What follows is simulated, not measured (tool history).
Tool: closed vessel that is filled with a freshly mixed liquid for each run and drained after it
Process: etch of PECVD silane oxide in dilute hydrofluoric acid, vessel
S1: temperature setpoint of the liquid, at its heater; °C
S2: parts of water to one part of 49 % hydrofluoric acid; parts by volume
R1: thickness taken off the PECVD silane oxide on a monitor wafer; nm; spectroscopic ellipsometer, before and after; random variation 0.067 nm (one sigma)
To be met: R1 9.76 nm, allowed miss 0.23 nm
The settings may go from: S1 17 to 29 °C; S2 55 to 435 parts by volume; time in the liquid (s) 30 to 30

{"run": 1, "day": 0.0, "S1": 21, "S2": 245, "time in the liquid (s)": 30, "R1": 3.9906}
{"run": 2, "day": 0.283, "S1": 21, "S2": 245, "time in the liquid (s)": 30, "R1": 4.0102}
{"run": 3, "day": 0.358, "S1": 21, "S2": 325, "time in the liquid (s)": 30, "R1": 2.7652}
{"run": 4, "day": 0.412, "S1": 21, "S2": 325, "time in the liquid (s)": 30, "R1": 2.797}
{"run": 5, "day": 0.617, "S1": 21, "S2": 325, "time in the liquid (s)": 30, "R1": 2.8124}
{"run": 6, "day": 0.892, "S1": 21, "S2": 405, "time in the liquid (s)": 30, "R1": 2.1119}
{"run": 7, "day": 1.092, "S1": 25, "S2": 310, "time in the liquid (s)": 30, "R1": 3.4373}
{"run": 8, "day": 1.204, "S1": 26, "S2": 245, "time in the liquid (s)": 30, "R1": 4.7424}
{"run": 9, "day": 1.262, "S1": 26, "S2": 245, "time in the liquid (s)": 30, "R1": 4.7466}
{"run": 10, "day": 1.471, "S1": 27, "S2": 205, "time in the liquid (s)": 30, "R1": 6.1475}
{"day": 1.638, "done": "thermometer replaced"}
{"run": 11, "day": 1.638, "S1": 27.5, "S2": 180, "time in the liquid (s)": 30, "R1": 7.2462}

4 next moves are on the table. One of them brings every result within its allowed miss. Which?
{"run": "A", "day": 1.804, "S1": 28, "S2": 140, "time in the liquid (s)": 30, "R1": "?"}
{"run": "B", "day": 1.804, "S1": 27, "S2": 130, "time in the liquid (s)": 30, "R1": "?"}
{"run": "C", "day": 1.804, "S1": 28.5, "S2": 135, "time in the liquid (s)": 30, "R1": "?"}
{"run": "D", "day": 1.804, "S1": 23.5, "S2": 170, "time in the liquid (s)": 30, "R1": "?"}

move=A R1=9.7559
move=B R1=10.25
move=C R1=10.372
move=D R1=6.5521
A: meets every target
B: takes the result that was furthest off past its target
C: takes the result that was furthest off past its target
D: further off than the last run
The right move is A.
